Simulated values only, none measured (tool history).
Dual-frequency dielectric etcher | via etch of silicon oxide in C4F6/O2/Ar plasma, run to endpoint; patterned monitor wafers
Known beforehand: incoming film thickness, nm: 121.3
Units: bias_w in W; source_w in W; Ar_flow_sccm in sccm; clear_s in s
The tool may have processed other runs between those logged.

run,hour,bias_w,source_w,Ar_flow_sccm,clear_s
1,0,528,330,283,26.548
2,0.7,492,320,286,27.918
3,2.2,492,320,255,27.848
4,3.7,560,320,255,26.399
5,7.9,560,320,280,26.981
6,9.2,605,320,280,26.45
7,17.9,574,300,284,27.586
8,19.1,468,260,294,31.286

Predict the results of run 9:
9,26.4,461,260,294,?

For run 9 the tool returned clear_s 31.147 s.
